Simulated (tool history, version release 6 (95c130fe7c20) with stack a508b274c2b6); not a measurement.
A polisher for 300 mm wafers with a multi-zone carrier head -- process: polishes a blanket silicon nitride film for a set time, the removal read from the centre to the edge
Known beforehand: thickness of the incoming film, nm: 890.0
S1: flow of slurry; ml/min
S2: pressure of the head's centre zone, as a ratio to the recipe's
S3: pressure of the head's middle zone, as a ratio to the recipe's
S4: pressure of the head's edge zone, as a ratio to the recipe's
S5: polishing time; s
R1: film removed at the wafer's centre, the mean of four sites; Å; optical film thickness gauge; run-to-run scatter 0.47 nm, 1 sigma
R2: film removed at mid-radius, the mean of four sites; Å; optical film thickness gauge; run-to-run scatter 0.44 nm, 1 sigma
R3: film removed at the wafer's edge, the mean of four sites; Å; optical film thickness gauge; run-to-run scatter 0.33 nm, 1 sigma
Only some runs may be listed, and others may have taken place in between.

run	hour	S1	S2	S3	S4	S5	R1	R2	R3
1	0	125	1	1	1	41	518.1	518.8	508.59
2	3.1	125	1.06	1	1	41	545.85	514.35	513.99
3	10.6	120	1.06	0.98	0.97	40	529.04	495.33	483.21
4	12.5	140	1.06	0.98	0.97	40	543.83	508.04	504.67
5	17.5	140	1.09	0.98	0.97	40	564.3	504.27	501.03
6	20.3	140	1.09	0.98	1	40	567.56	502.49	516.31
7	21.1	130	1.08	0.96	0.99	40	553.43	484.84	498.82
8	26.2	120	1.07	0.95	0.98	40	539.71	480.05	487.21

Run 9 comes next. What will it give?
9	28.9	85	1.02	0.85	0.91	38	?	?	?

{"run 9": {"R1": 462.03, "R2": 394.67, "R3": 440.12}}
